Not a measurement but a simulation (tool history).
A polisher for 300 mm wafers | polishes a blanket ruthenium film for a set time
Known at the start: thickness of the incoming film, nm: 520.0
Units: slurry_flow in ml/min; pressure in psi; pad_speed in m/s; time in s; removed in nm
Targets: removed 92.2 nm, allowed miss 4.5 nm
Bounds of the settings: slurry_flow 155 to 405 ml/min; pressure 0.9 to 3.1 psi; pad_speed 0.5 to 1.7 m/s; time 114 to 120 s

{"run": 1, "hour": 0.0, "slurry_flow": 260, "pressure": 2, "pad_speed": 1.1, "time": 114, "removed": 126.66}
{"run": 2, "hour": 8.5, "slurry_flow": 260, "pressure": 1.8, "pad_speed": 1.1, "time": 114, "removed": 116.03}
{"run": 3, "hour": 15.2, "slurry_flow": 260, "pressure": 1.7, "pad_speed": 1.1, "time": 114, "removed": 110.1}
{"run": 4, "hour": 16.1, "slurry_flow": 200, "pressure": 1.7, "pad_speed": 1.1, "time": 114, "removed": 107.03}
{"run": 5, "hour": 23.8, "slurry_flow": 200, "pressure": 2.1, "pad_speed": 1.1, "time": 114, "removed": 132.09}
{"run": 6, "hour": 30.5, "slurry_flow": 200, "pressure": 1.8, "pad_speed": 1.1, "time": 114, "removed": 111.45}
{"run": 7, "hour": 36.7, "slurry_flow": 200, "pressure": 1.7, "pad_speed": 1.1, "time": 114, "removed": 108.11}
{"run": 8, "hour": 42.7, "slurry_flow": 200, "pressure": 1.6, "pad_speed": 1.1, "time": 114, "removed": 100.21}

Which of these 5 next moves meets every target?
{"run": "A", "hour": 48.7, "slurry_flow": 235, "pressure": 1.8, "pad_speed": 1, "time": 114, "removed": "?"}
{"run": "B", "hour": 48.7, "slurry_flow": 195, "pressure": 1.7, "pad_speed": 1.06, "time": 120, "removed": "?"}
{"run": "C", "hour": 48.7, "slurry_flow": 180, "pressure": 1.8, "pad_speed": 1.02, "time": 114, "removed": "?"}
{"run": "D", "hour": 48.7, "slurry_flow": 220, "pressure": 1.6, "pad_speed": 1.12, "time": 117, "removed": "?"}
{"run": "E", "hour": 48.7, "slurry_flow": 180, "pressure": 1.7, "pad_speed": 0.88, "time": 114, "removed": "?"}

move=A removed=110.56
move=B removed=112.54
move=C removed=109.87
move=D removed=107.82
move=E removed=95.667
A: further off than the last run
B: further off than the last run
C: further off than the last run
D: further off than the last run
E: meets every target
The right move is E.
